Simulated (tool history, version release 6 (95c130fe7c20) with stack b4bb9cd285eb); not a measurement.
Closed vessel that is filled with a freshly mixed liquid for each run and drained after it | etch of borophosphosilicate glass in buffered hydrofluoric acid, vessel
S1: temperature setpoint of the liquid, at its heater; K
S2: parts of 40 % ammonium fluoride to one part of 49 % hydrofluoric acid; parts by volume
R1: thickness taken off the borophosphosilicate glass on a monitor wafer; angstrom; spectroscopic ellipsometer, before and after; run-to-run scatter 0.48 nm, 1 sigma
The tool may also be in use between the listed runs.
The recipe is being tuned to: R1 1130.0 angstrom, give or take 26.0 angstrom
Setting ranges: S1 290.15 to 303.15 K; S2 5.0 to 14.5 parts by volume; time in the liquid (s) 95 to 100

run 1 day=0.000 | S1=295.15 S2=9.0 time_in_the_liquid_(s)=95 | R1=1433.8
run 2 day=0.200 | S1=294.65 S2=9.0 time_in_the_liquid_(s)=95 | R1=1394.5
run 3 day=0.367 | S1=294.15 S2=9.0 time_in_the_liquid_(s)=95 | R1=1351.9
run 4 day=0.700 | S1=296.15 S2=9.0 time_in_the_liquid_(s)=95 | R1=1526.0
run 5 day=0.875 | S1=295.65 S2=9.0 time_in_the_liquid_(s)=95 | R1=1479.5
run 6 day=1.158 | S1=295.65 S2=9.0 time_in_the_liquid_(s)=95 | R1=1467.3
run 7 day=1.371 | S1=295.15 S2=9.0 time_in_the_liquid_(s)=95 | R1=1429.9
run 8 day=1.475 | S1=294.65 S2=9.0 time_in_the_liquid_(s)=95 | R1=1394.7
run 9 day=1.625 | S1=294.15 S2=9.0 time_in_the_liquid_(s)=95 | R1=1355.2
run 10 day=1.842 | S1=293.65 S2=9.0 time_in_the_liquid_(s)=95 | R1=1320.5
run 11 day=2.050 | S1=293.15 S2=9.0 time_in_the_liquid_(s)=95 | R1=1288.6
run 12 day=2.200 | S1=292.65 S2=9.0 time_in_the_liquid_(s)=95 | R1=1255.3
-- day=2.354 hydrofluoric acid flow meter replaced
run 13 day=2.354 | S1=291.65 S2=9.0 time_in_the_liquid_(s)=95 | R1=1097.0

Pick the move, out of 4, that brings all results within their allowed miss; only one does.
run A day=2.508 | S1=292.15 S2=9.0 time_in_the_liquid_(s)=100 | R1=?
run B day=2.508 | S1=292.15 S2=9.0 time_in_the_liquid_(s)=95 | R1=?
run C day=2.508 | S1=293.65 S2=11.0 time_in_the_liquid_(s)=95 | R1=?
run D day=2.508 | S1=291.15 S2=9.0 time_in_the_liquid_(s)=95 | R1=?

move=A R1=1187.5
move=B R1=1128.1
move=C R1=1043.4
move=D R1=1067.0
A: pushes the last run's worst result past its target
B: meets every target
C: its largest miss is bigger than the last run's
D: its largest miss is bigger than the last run's
Go with B: it meets all targets.

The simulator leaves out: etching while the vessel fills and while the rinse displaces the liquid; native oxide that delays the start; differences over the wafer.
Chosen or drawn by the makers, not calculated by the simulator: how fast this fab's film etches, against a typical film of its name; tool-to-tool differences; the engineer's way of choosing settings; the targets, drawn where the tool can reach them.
